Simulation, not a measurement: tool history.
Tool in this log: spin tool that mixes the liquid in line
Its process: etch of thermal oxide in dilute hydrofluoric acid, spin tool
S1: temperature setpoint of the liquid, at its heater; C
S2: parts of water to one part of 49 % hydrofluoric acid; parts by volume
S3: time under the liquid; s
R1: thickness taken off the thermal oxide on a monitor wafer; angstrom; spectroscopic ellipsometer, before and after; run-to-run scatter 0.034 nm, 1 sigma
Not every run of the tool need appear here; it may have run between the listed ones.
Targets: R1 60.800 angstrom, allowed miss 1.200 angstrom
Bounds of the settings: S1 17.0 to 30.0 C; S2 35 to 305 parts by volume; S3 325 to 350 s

Run 1, hour 0.0: S1 22.0 C, S2 170 parts by volume, S3 325 s. Result: R1 74.951 angstrom.
Run 2, hour 2.0: S1 22.0 C, S2 130 parts by volume, S3 325 s. Result: R1 103.020 angstrom.
Run 3, hour 9.5: S1 21.0 C, S2 140 parts by volume, S3 325 s. Result: R1 90.048 angstrom.
Run 4, hour 15.2: S1 21.0 C, S2 140 parts by volume, S3 350 s. Result: R1 98.216 angstrom.
Run 5, hour 22.6: S1 20.0 C, S2 145 parts by volume, S3 350 s. Result: R1 90.447 angstrom.
Run 6, hour 27.3: S1 17.5 C, S2 145 parts by volume, S3 350 s. Result: R1 81.520 angstrom.
Run 7, hour 29.3: S1 17.5 C, S2 150 parts by volume, S3 350 s. Result: R1 78.124 angstrom.
Run 8, hour 35.3: S1 17.5 C, S2 155 parts by volume, S3 350 s. Result: R1 74.673 angstrom.

4 next moves are on the table. One of them brings every result within its allowed miss. Which?
Run A, hour 41.3: S1 18.5 C, S2 180 parts by volume, S3 325 s. Result: R1 ?.
Run B, hour 41.3: S1 17.0 C, S2 180 parts by volume, S3 325 s. Result: R1 ?.
Run C, hour 41.3: S1 19.0 C, S2 180 parts by volume, S3 330 s. Result: R1 ?.
Run D, hour 41.3: S1 17.0 C, S2 165 parts by volume, S3 325 s. Result: R1 ?.

move      R1
   A  60.788
   B  57.248
   C  62.958
   D  63.343
A: each result inside its tolerance
B: takes the biggest miss from the last run beyond its target
C: better than the last run, though not everything is in spec
D: better than the last run, though not everything is in spec
The right move is A.
